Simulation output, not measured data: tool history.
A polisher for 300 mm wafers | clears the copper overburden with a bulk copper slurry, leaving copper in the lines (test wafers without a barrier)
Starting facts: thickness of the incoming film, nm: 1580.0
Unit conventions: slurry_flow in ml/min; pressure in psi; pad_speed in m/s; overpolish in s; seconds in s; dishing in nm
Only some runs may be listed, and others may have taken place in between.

run,hour,slurry_flow,pressure,pad_speed,slurry_solids,overpolish,seconds,dishing
1,0,185,3.3,1.36,1,16,114.1,91.428
2,2.3,185,3,1.36,1,14,129.52,79.366
3,5.8,185,3,1.36,0.9,14,132.35,80.538
4,7.6,170,3,1.36,0.9,14,132.5,79.172
5,13.6,160,2.7,1.36,1,12,147.65,67.484
6,20,160,2.7,1.36,0.9,12,151.21,65.886
7,20.7,150,2.5,1.4,0.95,11,156.72,60.313

Run 8 is up next; what results do you expect?
8,26.3,110,1.5,1.42,1.2,5,?,?

seconds: 254.98 s
dishing: 20.816 nm

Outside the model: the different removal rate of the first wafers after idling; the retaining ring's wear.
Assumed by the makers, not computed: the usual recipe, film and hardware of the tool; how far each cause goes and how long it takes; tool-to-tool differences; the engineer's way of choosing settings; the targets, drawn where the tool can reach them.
